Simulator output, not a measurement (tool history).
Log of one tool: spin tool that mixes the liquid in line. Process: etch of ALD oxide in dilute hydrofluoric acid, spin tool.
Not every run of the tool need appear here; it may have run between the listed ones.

| run | hour | temperature setpoint of the liquid (C) | parts of water to one part of 49 % hydrofluoric acid (parts by volume) | time under the liquid (s) | thickness taken off the ALD oxide on a monitor wafer (Å) |
|---|---|---|---|---|---|
| 1 | 0.0 | 21.0 | 225 | 70 | 44.681 |
| 2 | 6.7 | 21.0 | 170 | 70 | 62.480 |
| 3 | 7.5 | 23.5 | 170 | 70 | 68.738 |
| 4 | 8.2 | 23.5 | 230 | 70 | 47.696 |
| 5 | 12.4 | 23.5 | 230 | 70 | 47.735 |
| 6 | 12.9 | 23.5 | 185 | 70 | 62.463 |
| 7 | 19.3 | 22.5 | 195 | 70 | 56.247 |

Run 8, settings as shown, results not yet in. Your forecast:
| 8 | 27.4 | 21.5 | 200 | 70 | ? |

Run 8 measured thickness taken off the ALD oxide on a monitor wafer (Å) 52.504.
